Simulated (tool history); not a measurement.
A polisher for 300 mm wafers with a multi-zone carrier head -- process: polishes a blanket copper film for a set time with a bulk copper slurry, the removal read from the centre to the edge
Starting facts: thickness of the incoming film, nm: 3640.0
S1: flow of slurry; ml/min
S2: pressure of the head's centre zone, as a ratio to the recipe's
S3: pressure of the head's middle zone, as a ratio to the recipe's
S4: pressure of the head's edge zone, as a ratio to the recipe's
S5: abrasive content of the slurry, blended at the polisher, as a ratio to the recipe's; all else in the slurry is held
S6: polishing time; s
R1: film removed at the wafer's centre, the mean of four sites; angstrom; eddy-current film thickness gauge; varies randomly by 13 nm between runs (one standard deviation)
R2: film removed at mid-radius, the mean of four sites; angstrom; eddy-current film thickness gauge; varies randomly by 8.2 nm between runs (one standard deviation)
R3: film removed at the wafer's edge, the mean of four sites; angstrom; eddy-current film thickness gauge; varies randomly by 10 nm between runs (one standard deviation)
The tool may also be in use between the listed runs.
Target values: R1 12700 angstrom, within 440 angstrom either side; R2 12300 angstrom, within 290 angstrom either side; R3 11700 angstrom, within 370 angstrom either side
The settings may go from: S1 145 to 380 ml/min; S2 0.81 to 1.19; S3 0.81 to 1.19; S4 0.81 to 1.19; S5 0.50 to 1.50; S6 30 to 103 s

run,hour,S1,S2,S3,S4,S5,S6,R1,R2,R3
1,0.0,245,1.00,1.00,1.00,1.00,66,10415,10408,10369
2,4.8,245,1.00,1.00,0.97,1.00,66,10321,10267,10167
3,7.0,245,1.00,1.00,0.97,1.15,66,10755,10687,10323
4,15.9,265,1.03,1.02,1.02,1.15,66,11083,10830,10737
5,24.0,265,1.03,1.02,1.07,1.15,66,10850,10980,10780
6,28.2,265,1.03,1.02,1.07,0.95,66,10835,10534,10617
7,28.8,280,1.06,1.05,1.10,1.00,66,11222,10880,10971
8,32.5,295,1.08,1.09,1.10,1.05,66,11342,11542,11129
9,39.0,305,1.11,1.10,1.11,1.05,66,12202,11659,11147
10,44.8,350,1.10,1.13,1.17,1.10,66,11961,12188,11456
11,45.6,350,1.11,1.13,1.17,1.10,66,12315,12058,11475

Exactly one of the 5 candidate moves below puts every result within its allowed miss. Which one?
A,46.4,365,1.11,1.06,1.14,1.00,68,?,?,?
B,46.4,375,1.09,1.01,1.04,1.00,71,?,?,?
C,46.4,375,1.19,1.17,1.14,1.10,63,?,?,?
D,46.4,380,1.18,1.10,1.15,1.05,64,?,?,?
E,46.4,370,1.08,1.08,1.07,1.05,70,?,?,?

move,R1,R2,R3
A,12560,11700,11603
B,12902,11754,11595
C,12721,12008,10925
D,12722,11490,11080
E,12696,12354,11668
A: corrects the largest miss of the last run, while another result sits out of spec
B: corrects the largest miss of the last run, while another result sits out of spec
C: corrects the largest miss of the last run, while another result sits out of spec
D: corrects the largest miss of the last run, while another result sits out of spec
E: all results land within tolerance of their targets
Correct choice: E, which meets every target

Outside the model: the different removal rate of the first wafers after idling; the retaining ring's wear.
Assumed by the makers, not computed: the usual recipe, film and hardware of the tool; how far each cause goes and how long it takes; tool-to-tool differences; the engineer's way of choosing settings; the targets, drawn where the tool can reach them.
